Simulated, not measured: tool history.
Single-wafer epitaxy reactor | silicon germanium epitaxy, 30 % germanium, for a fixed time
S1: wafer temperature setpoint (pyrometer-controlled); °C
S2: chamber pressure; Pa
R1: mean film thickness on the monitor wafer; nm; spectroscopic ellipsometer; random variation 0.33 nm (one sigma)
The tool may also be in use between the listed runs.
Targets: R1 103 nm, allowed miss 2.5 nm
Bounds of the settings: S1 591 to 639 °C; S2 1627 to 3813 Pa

run  hour   S1    S2      R1
  1     0  615  2720  78.279
  2   8.1  610  2720  72.648
  3  13.9  620  2720  84.818
  4  15.7  620  3000  86.604
  5    21  610  3000  74.109
  6    25  615  3000  80.631
  7  29.1  618  3013  84.588
  8  31.2  621  3026  88.738

Which of these 4 next moves meets every target?
  A  33.3  625  3293   ?
  B  33.3  613  2960   ?
  C  33.3  628  3426   ?
  D  33.3  629  2840   ?

move      R1
   A  96.171
   B  77.488
   C  101.85
   D  97.904
A: nearer than the last run, and not there yet
B: further off than the last run
C: meets every target
D: nearer than the last run, and not there yet
The right move is C.
